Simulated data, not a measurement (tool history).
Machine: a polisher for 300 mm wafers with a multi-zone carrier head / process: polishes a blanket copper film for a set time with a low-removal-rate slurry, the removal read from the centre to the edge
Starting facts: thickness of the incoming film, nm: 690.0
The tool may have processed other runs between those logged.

run,hour,flow of slurry (ml/min),pressure of the head's centre zone,pressure of the head's middle zone,pressure of the head's edge zone,abrasive content of the slurry,polishing time (s),film removed at the wafer's centre (nm),film removed at mid-radius (nm),film removed at the wafer's edge (nm)
1,0,150,1,1,1,1,63,265.41,280.16,263.05
2,2.8,150,0.91,1,1,1,63,239.49,273.48,259.7
3,7.5,165,0.94,1.06,1.04,1.05,63,254.66,292.89,278.33
4,12.8,185,0.94,1.06,1.04,1.05,63,260.21,299.72,283.68
5,15.6,190,0.95,1.1,1.02,1.1,64,272.83,329.08,287.19
6,16.9,190,0.95,1.1,1.02,1.1,53,224.87,273.33,235.92
7,20,195,0.97,1.13,1.04,1.2,55,245.72,291.64,255.57

Run 8, settings as shown, results not yet in. Your forecast:
8,26.7,205,0.97,1.15,1.04,1.3,57,?,?,?

film removed at the wafer's centre (nm): 260.23
film removed at mid-radius (nm): 318.13
film removed at the wafer's edge (nm): 265.56
